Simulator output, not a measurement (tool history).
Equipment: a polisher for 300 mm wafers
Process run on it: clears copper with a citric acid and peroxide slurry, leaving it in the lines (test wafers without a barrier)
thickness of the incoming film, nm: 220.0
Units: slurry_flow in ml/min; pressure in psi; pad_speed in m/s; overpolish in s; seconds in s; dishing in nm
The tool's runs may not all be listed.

Run 1, hour 0.0: slurry_flow 205 ml/min, pressure 3.1 psi, pad_speed 0.84 m/s, slurry_solids 1.00, overpolish 10 s. Result: seconds 90.980 s, dishing 16.1970 nm.
Run 2, hour 4.8: slurry_flow 205 ml/min, pressure 3.1 psi, pad_speed 0.92 m/s, slurry_solids 1.00, overpolish 10 s. Result: seconds 86.959 s, dishing 17.2120 nm.
Run 3, hour 8.6: slurry_flow 205 ml/min, pressure 3.1 psi, pad_speed 0.92 m/s, slurry_solids 0.85, overpolish 10 s. Result: seconds 89.376 s, dishing 16.2750 nm.
Run 4, hour 12.1: slurry_flow 205 ml/min, pressure 3.1 psi, pad_speed 0.80 m/s, slurry_solids 0.85, overpolish 10 s. Result: seconds 100.970 s, dishing 15.1750 nm.
Run 5, hour 16.4: slurry_flow 205 ml/min, pressure 3.1 psi, pad_speed 0.80 m/s, slurry_solids 0.85, overpolish 14 s. Result: seconds 100.140 s, dishing 19.5380 nm.
Run 6, hour 22.5: slurry_flow 190 ml/min, pressure 3.2 psi, pad_speed 0.86 m/s, slurry_solids 0.75, overpolish 11 s. Result: seconds 97.163 s, dishing 17.2380 nm.
Run 7, hour 29.1: slurry_flow 230 ml/min, pressure 2.8 psi, pad_speed 0.92 m/s, slurry_solids 1.00, overpolish 8 s. Result: seconds 90.303 s, dishing 14.0010 nm.
Run 8, hour 35.1: slurry_flow 255 ml/min, pressure 2.5 psi, pad_speed 0.94 m/s, slurry_solids 1.10, overpolish 6 s. Result: seconds 95.149 s, dishing 10.1890 nm.

For run 9, what comes out?
Run 9, hour 42.1: slurry_flow 275 ml/min, pressure 2.4 psi, pad_speed 0.96 m/s, slurry_solids 1.25, overpolish 5 s. Result: seconds ?, dishing ?.

Run 9 yielded seconds 92.324 s, dishing 8.8107 nm.
